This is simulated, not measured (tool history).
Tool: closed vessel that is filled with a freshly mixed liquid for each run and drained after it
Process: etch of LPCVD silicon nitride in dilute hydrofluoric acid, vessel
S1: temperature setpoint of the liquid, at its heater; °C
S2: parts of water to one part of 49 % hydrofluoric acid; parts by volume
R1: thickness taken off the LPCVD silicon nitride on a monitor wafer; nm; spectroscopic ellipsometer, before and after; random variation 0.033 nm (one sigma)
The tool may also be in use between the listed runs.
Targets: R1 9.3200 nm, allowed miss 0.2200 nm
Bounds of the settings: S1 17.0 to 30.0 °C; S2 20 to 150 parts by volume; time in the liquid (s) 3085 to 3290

{"run": 1, "hour": 0.0, "S1": 22.0, "S2": 85, "time in the liquid (s)": 3085, "R1": 15.44}
{"run": 2, "hour": 6.1, "S1": 21.5, "S2": 85, "time in the liquid (s)": 3085, "R1": 14.858}
{"run": 3, "hour": 10.9, "S1": 21.5, "S2": 85, "time in the liquid (s)": 3085, "R1": 14.929}
{"run": 4, "hour": 18.7, "S1": 21.0, "S2": 85, "time in the liquid (s)": 3085, "R1": 14.397}
{"run": 5, "hour": 28.3, "S1": 20.5, "S2": 85, "time in the liquid (s)": 3085, "R1": 13.813}
{"run": 6, "hour": 37.1, "S1": 23.5, "S2": 85, "time in the liquid (s)": 3085, "R1": 17.073}
{"run": 7, "hour": 43.7, "S1": 19.5, "S2": 100, "time in the liquid (s)": 3085, "R1": 11.063}
{"run": 8, "hour": 53.2, "S1": 19.0, "S2": 100, "time in the liquid (s)": 3085, "R1": 10.649}
{"run": 9, "hour": 55.6, "S1": 18.5, "S2": 100, "time in the liquid (s)": 3085, "R1": 10.325}

Which of these 5 next moves meets every target?
{"run": "A", "hour": 58.0, "S1": 17.5, "S2": 85, "time in the liquid (s)": 3290, "R1": "?"}
{"run": "B", "hour": 58.0, "S1": 18.0, "S2": 110, "time in the liquid (s)": 3145, "R1": "?"}
{"run": "C", "hour": 58.0, "S1": 18.5, "S2": 100, "time in the liquid (s)": 3245, "R1": "?"}
{"run": "D", "hour": 58.0, "S1": 17.5, "S2": 105, "time in the liquid (s)": 3290, "R1": "?"}
{"run": "E", "hour": 58.0, "S1": 17.5, "S2": 100, "time in the liquid (s)": 3185, "R1": "?"}

move=A R1=11.9700
move=B R1=9.2431
move=C R1=10.8300
move=D R1=9.7626
move=E R1=9.9060
A: further off than the last run
B: meets every target
C: further off than the last run
D: nearer than the last run, and not there yet
E: nearer than the last run, and not there yet
Answer: B
